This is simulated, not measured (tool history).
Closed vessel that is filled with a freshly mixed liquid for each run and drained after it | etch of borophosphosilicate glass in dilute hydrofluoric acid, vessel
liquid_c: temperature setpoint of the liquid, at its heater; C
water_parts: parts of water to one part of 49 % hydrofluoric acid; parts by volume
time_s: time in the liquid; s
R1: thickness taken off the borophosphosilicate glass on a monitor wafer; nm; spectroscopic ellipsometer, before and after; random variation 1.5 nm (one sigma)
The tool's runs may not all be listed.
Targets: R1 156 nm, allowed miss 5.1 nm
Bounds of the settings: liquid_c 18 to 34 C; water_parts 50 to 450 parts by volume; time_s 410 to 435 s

run 1 day=0 | liquid_c=26 water_parts=250 time_s=410 | R1=98.515
run 2 day=0.129 | liquid_c=27.5 water_parts=240 time_s=410 | R1=111.06
run 3 day=0.242 | liquid_c=29 water_parts=235 time_s=410 | R1=117.39
run 4 day=0.288 | liquid_c=32 water_parts=235 time_s=410 | R1=130.17
run 5 day=0.583 | liquid_c=34 water_parts=235 time_s=410 | R1=138.81
run 6 day=0.921 | liquid_c=34 water_parts=320 time_s=410 | R1=91.583
run 7 day=0.971 | liquid_c=34 water_parts=320 time_s=410 | R1=93.062
run 8 day=1.112 | liquid_c=34 water_parts=295 time_s=410 | R1=104.48

Which of these 4 next moves meets every target?
run A day=1.254 | liquid_c=33 water_parts=205 time_s=435 | R1=?
run B day=1.254 | liquid_c=33.5 water_parts=220 time_s=430 | R1=?
run C day=1.254 | liquid_c=31 water_parts=290 time_s=410 | R1=?
run D day=1.254 | liquid_c=27.5 water_parts=275 time_s=410 | R1=?

move=A R1=168.47
move=B R1=154.73
move=C R1=94.873
move=D R1=90.657
A: takes the result that was furthest off past its target
B: meets every target
C: further off than the last run
D: further off than the last run
The right move is B.
